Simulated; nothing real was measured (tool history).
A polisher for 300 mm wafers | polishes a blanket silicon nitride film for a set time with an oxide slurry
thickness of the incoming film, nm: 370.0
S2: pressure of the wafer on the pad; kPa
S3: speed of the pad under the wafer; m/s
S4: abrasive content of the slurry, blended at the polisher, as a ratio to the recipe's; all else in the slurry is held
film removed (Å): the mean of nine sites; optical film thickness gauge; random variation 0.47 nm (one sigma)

run 1 hour=0.0 | flow_of_slurry_(ml/min)=165 S2=21.4 S3=0.98 S4=1.00 polishing_time_(s)=118 | film_removed_(Å)=524.11
run 2 hour=3.6 | flow_of_slurry_(ml/min)=185 S2=21.4 S3=0.98 S4=1.00 polishing_time_(s)=118 | film_removed_(Å)=537.23
run 3 hour=7.0 | flow_of_slurry_(ml/min)=185 S2=21.4 S3=0.86 S4=1.00 polishing_time_(s)=118 | film_removed_(Å)=494.13
run 4 hour=9.7 | flow_of_slurry_(ml/min)=185 S2=18.6 S3=0.86 S4=1.00 polishing_time_(s)=118 | film_removed_(Å)=431.53
run 5 hour=11.1 | flow_of_slurry_(ml/min)=185 S2=18.6 S3=0.86 S4=0.85 polishing_time_(s)=118 | film_removed_(Å)=396.79
run 6 hour=15.3 | flow_of_slurry_(ml/min)=185 S2=18.6 S3=0.86 S4=0.85 polishing_time_(s)=118 | film_removed_(Å)=400.67
run 7 hour=17.4 | flow_of_slurry_(ml/min)=185 S2=17.9 S3=0.86 S4=0.85 polishing_time_(s)=118 | film_removed_(Å)=381.07
run 8 hour=23.2 | flow_of_slurry_(ml/min)=180 S2=17.2 S3=0.86 S4=0.85 polishing_time_(s)=118 | film_removed_(Å)=376.09

Forecast run 9:
run 9 hour=27.0 | flow_of_slurry_(ml/min)=180 S2=16.5 S3=0.86 S4=0.85 polishing_time_(s)=118 | film_removed_(Å)=?

film removed (Å): 366.66
